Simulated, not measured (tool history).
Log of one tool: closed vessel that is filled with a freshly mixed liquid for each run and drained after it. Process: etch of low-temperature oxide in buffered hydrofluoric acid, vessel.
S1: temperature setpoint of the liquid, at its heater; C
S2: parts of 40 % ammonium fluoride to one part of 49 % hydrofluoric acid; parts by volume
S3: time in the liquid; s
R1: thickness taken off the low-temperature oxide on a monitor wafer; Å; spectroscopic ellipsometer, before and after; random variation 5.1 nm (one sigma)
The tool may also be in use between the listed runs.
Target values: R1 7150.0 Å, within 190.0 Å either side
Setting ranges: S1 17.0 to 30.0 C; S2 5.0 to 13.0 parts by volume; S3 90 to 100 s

run  hour    S1   S2  S3      R1
  1   0.0  22.0  8.0  90  6275.2
  2   4.4  22.5  8.0  90  6508.4
  3  13.5  23.0  8.0  90  6624.2
  4  14.9  25.5  8.0  90  7556.1
  5  17.9  25.0  8.0  90  7479.6
  6  19.5  25.0  6.0  90  9937.1
  7  21.9  21.0  6.0  90  7983.8
  8  30.2  20.5  6.0  90  7666.1
  9  35.9  20.0  6.0  90  7510.3

Exactly one of the 4 candidate moves below puts every result within its allowed miss. Which one?
  A  41.6  17.0  5.5  95   ?
  B  41.6  22.0  7.0  95   ?
  C  41.6  19.0  5.5  90   ?
  D  41.6  20.5  6.5  95   ?

move      R1
   A  7173.6
   B  7715.7
   C  7610.8
   D  7571.9
A: meets every target
B: moves away from the targets compared with the last run
C: moves away from the targets compared with the last run
D: moves away from the targets compared with the last run
So the answer is move A, the one that meets all the targets.

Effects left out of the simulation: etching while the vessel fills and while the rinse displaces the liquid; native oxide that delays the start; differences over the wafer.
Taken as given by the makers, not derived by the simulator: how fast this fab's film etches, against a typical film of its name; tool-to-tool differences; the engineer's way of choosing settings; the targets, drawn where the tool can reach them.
